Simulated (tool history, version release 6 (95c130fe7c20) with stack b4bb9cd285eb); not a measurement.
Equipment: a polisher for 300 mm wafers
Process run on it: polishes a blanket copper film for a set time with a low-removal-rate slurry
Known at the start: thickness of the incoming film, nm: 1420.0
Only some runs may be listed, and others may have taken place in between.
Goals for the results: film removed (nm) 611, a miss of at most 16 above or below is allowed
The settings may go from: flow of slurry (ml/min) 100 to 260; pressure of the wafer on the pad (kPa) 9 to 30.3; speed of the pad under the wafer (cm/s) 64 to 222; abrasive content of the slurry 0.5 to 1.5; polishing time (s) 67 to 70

run    day  flow of slurry (ml/min)  pressure of the wafer on the pad (kPa)  speed of the pad under the wafer (cm/s)  abrasive content of the slurry  polishing time (s)  film removed (nm)
  1      0                      165                                    19.3                                      142                               1                  67             313.43
  2  0.129                      175                                    22.8                                      144                               1                  67                366
  3  0.283                      175                                    24.8                                      152                               1                  67             417.08
  4  0.658                      175                                      20                                      152                               1                  67             346.86
  5  0.942                      175                                    17.9                                      152                               1                  67             316.13
  6  1.146                      180                                    21.4                                      158                               1                  67             384.04
  7  1.329                      190                                    24.1                                      162                               1                  67             443.87
  8  1.579                      190                                    24.1                                      162                               1                  67             437.54
  9  1.704                      190                                    24.1                                      162                               1                  67             434.76
 10  1.992                      190                                    26.2                                      166                               1                  67             483.24
 11  2.129                      195                                    27.6                                      170                               1                  67             517.54
 12  2.183                      200                                    30.3                                      178                               1                  67             594.06

Exercise: of the 4 proposed moves below, exactly one satisfies all targets within the stated allowed misses. Which move is it?
  A  2.238                      190                                    28.3                                      196                             1.1                  67                  ?
  B  2.238                      190                                    30.3                                      180                             0.9                  67                  ?
  C  2.238                      205                                    26.9                                      188                            0.95                  67                  ?
  D  2.238                      190                                    30.3                                      172                            0.95                  68                  ?

move  film removed (nm)
   A             611.65
   B             576.61
   C             551.79
   D             565.55
A: every result within its allowed miss
B: further off than the last run
C: further off than the last run
D: further off than the last run
Answer: A
